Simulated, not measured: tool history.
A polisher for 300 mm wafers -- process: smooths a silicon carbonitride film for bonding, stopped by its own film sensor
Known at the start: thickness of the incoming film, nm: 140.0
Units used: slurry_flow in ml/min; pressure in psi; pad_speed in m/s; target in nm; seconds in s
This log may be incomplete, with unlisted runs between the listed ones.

{"run": 1, "hour": 0.0, "slurry_flow": 305, "pressure": 1.7, "pad_speed": 0.86, "slurry_solids": 1, "target": 126, "seconds": 71.315}
{"run": 2, "hour": 8.8, "slurry_flow": 305, "pressure": 1.8, "pad_speed": 0.88, "slurry_solids": 1, "target": 126, "seconds": 68.021}
{"run": 3, "hour": 15.7, "slurry_flow": 305, "pressure": 1.8, "pad_speed": 0.88, "slurry_solids": 0.85, "target": 126, "seconds": 71.976}
{"run": 4, "hour": 21.7, "slurry_flow": 305, "pressure": 1.8, "pad_speed": 0.88, "slurry_solids": 0.7, "target": 126, "seconds": 77.517}
{"run": 5, "hour": 30.3, "slurry_flow": 305, "pressure": 1.8, "pad_speed": 0.88, "slurry_solids": 0.7, "target": 126, "seconds": 79.102}
{"run": 6, "hour": 34.7, "slurry_flow": 305, "pressure": 2, "pad_speed": 0.9, "slurry_solids": 0.7, "target": 126, "seconds": 74.086}
{"run": 7, "hour": 35.5, "slurry_flow": 305, "pressure": 2.1, "pad_speed": 0.98, "slurry_solids": 0.7, "target": 126, "seconds": 66.656}
{"run": 8, "hour": 42.6, "slurry_flow": 305, "pressure": 2.2, "pad_speed": 1.02, "slurry_solids": 0.7, "target": 126, "seconds": 61.294}
{"run": 9, "hour": 47.9, "slurry_flow": 305, "pressure": 2.3, "pad_speed": 1.04, "slurry_solids": 0.7, "target": 126, "seconds": 61.256}

Run 10, settings as shown, results not yet in. Your forecast:
{"run": 10, "hour": 53.0, "slurry_flow": 305, "pressure": 2.4, "pad_speed": 1.08, "slurry_solids": 0.7, "target": 126, "seconds": "?"}

Logged for run 10: seconds 54.569 s.
